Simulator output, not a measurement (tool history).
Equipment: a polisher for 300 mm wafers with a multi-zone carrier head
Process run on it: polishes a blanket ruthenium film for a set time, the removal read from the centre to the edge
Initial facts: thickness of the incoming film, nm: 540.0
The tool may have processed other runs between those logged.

run,hour,flow of slurry (ml/min),pressure of the head's centre zone,pressure of the head's middle zone,pressure of the head's edge zone,polishing time (s),film removed at the wafer's centre (angstrom),film removed at mid-radius (angstrom),film removed at the wafer's edge (angstrom)
1,0,290,1,1,1,84,1023.4,1051.6,1016.9
2,2.7,290,1,1.08,1,84,1027.8,1112.2,1023.1
3,10.1,290,1,1.03,1,84,1039.8,1043.5,1033.8
4,18.2,260,1,1.03,1,84,1032.2,1041.2,1005
5,20.2,275,1.03,1.06,1.01,91,1141.9,1166,1107.7
6,23.1,325,1.03,1.06,1.01,91,1169.8,1195.6,1133
7,24.5,335,1.05,1.09,1.02,96,1273.3,1297.6,1183.4

Run 8 comes next. What will it give?
8,28.5,340,1.06,1.1,1.03,101,?,?,?

Run 8 yielded film removed at the wafer's centre (angstrom) 1348.4, film removed at mid-radius (angstrom) 1389.7, film removed at the wafer's edge (angstrom) 1247.7.
